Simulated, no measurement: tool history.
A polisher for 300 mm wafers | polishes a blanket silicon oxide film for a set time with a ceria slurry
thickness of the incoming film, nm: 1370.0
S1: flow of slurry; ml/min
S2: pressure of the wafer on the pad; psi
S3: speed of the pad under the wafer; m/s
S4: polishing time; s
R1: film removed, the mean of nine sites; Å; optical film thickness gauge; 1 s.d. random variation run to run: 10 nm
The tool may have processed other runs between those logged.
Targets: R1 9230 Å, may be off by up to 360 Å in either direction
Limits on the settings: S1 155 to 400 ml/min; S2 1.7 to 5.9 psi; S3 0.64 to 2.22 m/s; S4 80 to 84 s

{"run": 1, "day": 0.0, "S1": 255, "S2": 3.8, "S3": 1.42, "S4": 80, "R1": 5855.2}
{"run": 2, "day": 0.333, "S1": 255, "S2": 4.2, "S3": 1.42, "S4": 80, "R1": 6502.4}
{"run": 3, "day": 0.542, "S1": 255, "S2": 4.5, "S3": 1.42, "S4": 80, "R1": 6703.4}
{"run": 4, "day": 0.621, "S1": 285, "S2": 4.5, "S3": 1.42, "S4": 80, "R1": 6786.4}
{"run": 5, "day": 0.717, "S1": 250, "S2": 4.5, "S3": 1.42, "S4": 80, "R1": 6552.3}
{"run": 6, "day": 0.879, "S1": 265, "S2": 4.9, "S3": 1.44, "S4": 80, "R1": 7467.1}
{"run": 7, "day": 1.0, "S1": 265, "S2": 5.1, "S3": 1.44, "S4": 80, "R1": 7501.9}
{"run": 8, "day": 1.204, "S1": 265, "S2": 5.3, "S3": 1.46, "S4": 80, "R1": 7677.2}
{"run": 9, "day": 1.238, "S1": 270, "S2": 5.5, "S3": 1.5, "S4": 80, "R1": 8341.2}
{"run": 10, "day": 1.533, "S1": 270, "S2": 5.6, "S3": 1.52, "S4": 80, "R1": 8420.2}

Below are 5 possible settings for the next run. Only one of them brings all results inside the allowed miss of their targets. Which is it?
{"run": "A", "day": 1.829, "S1": 255, "S2": 5.9, "S3": 1.5, "S4": 84, "R1": "?"}
{"run": "B", "day": 1.829, "S1": 270, "S2": 5.2, "S3": 1.46, "S4": 82, "R1": "?"}
{"run": "C", "day": 1.829, "S1": 295, "S2": 4.3, "S3": 1.74, "S4": 84, "R1": "?"}
{"run": "D", "day": 1.829, "S1": 220, "S2": 5.4, "S3": 1.38, "S4": 80, "R1": "?"}
{"run": "E", "day": 1.829, "S1": 245, "S2": 4.6, "S3": 1.6, "S4": 84, "R1": "?"}

move=A R1=9093.2
move=B R1=7863.6
move=C R1=7915.3
move=D R1=7453.2
move=E R1=7718.6
A: in spec on every target
B: further off than the last run
C: further off than the last run
D: further off than the last run
E: further off than the last run
Go with A: it meets all targets.
